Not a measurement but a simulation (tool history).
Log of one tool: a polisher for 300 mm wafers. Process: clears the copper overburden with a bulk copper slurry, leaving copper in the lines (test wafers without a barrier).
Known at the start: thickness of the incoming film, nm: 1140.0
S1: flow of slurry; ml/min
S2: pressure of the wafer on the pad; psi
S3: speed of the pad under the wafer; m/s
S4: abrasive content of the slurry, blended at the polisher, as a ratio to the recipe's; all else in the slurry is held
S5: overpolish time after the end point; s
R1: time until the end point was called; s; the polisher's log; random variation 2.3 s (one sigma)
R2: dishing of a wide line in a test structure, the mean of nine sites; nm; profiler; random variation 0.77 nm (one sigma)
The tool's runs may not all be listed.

run  hour   S1   S2    S3    S4  S5      R1      R2
  1     0  315    3  1.02     1  29  122.76  66.486
  2   5.8  285    3  1.02     1  29  125.43  65.009
  3  13.5  285    3  1.02  0.85  29  132.08  67.234
  4  22.2  285  2.7  1.02  0.85  30  140.93  65.346
  5  25.1  285  2.7  1.02  1.05  30  131.16  65.121
  6  32.5  285  2.3     1  1.05  32  147.73  63.371

The next listed run, before its measurement:
  7  33.1  285   2  0.98  1.05  35   ?   ?

R1: 166.66 s
R2: 62.869 nm
